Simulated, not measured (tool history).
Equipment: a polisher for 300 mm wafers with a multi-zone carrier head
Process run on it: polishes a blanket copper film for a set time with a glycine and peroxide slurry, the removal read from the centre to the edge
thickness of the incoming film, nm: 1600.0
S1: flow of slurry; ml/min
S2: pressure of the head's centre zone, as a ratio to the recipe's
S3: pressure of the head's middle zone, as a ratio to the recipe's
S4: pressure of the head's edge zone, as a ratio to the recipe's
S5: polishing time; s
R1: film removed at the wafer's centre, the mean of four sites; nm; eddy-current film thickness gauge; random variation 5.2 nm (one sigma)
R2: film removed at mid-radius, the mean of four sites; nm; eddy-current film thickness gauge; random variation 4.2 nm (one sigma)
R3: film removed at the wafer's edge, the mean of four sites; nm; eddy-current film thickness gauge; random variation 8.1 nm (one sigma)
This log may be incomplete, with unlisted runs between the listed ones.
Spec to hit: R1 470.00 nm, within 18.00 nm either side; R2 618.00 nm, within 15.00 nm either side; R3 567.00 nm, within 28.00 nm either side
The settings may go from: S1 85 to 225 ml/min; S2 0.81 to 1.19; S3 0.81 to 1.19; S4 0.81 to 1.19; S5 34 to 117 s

run  hour   S1    S2    S3    S4  S5      R1      R2      R3
  1   0.0  145  1.00  1.00  1.00  75  447.16  434.44  444.45
  2   2.7  145  1.00  1.00  0.94  75  439.29  434.16  419.21
  3   5.0  145  1.00  1.04  0.94  75  433.76  447.69  428.31
  4   5.5  155  0.98  1.07  0.95  77  443.40  475.55  443.44
  5  10.2  160  0.96  1.09  0.97  79  452.61  502.87  459.80
  6  11.2  165  0.94  1.11  1.00  80  456.15  514.53  466.51
  7  17.2  160  0.92  1.12  1.03  82  440.97  534.57  495.85
  8  21.1  165  0.91  1.13  1.05  83  456.53  540.46  498.57
  9  25.1  165  0.90  1.14  1.06  84  457.48  561.12  507.28
 10  31.4  165  0.89  1.14  1.08  85  439.90  563.63  519.59
 11  36.2  170  0.89  1.15  1.09  85  456.27  575.39  535.86
 12  39.9  175  0.89  1.16  1.10  85  455.55  576.40  536.22
 13  47.8  180  0.89  1.17  1.10  85  461.66  576.80  523.59
 14  55.1  180  0.89  1.17  1.11  86  464.02  597.49  556.20
 15  56.1  185  0.88  1.18  1.11  86  458.61  604.25  538.10
 16  64.5  185  0.88  1.18  1.12  86  460.12  602.55  555.12

4 candidate next runs follow, results not yet known. Just one meets every target within its allowed miss. Identify it.
  A  72.9  200  0.92  1.15  1.16  85   ?   ?   ?
  B  72.9  185  0.87  1.15  1.07  86   ?   ?   ?
  C  72.9  180  0.88  1.19  1.15  88   ?   ?   ?
  D  72.9  175  0.81  1.15  1.19  89   ?   ?   ?

move      R1      R2      R3
   A  481.71  582.88  559.75
   B  454.92  583.38  539.06
   C  468.85  612.19  570.14
   D  433.89  598.70  585.43
A: the biggest miss grows against the last run
B: the biggest miss grows against the last run
C: hits every target within its allowed miss
D: the biggest miss grows against the last run
C is the move that brings every result within its allowed miss.
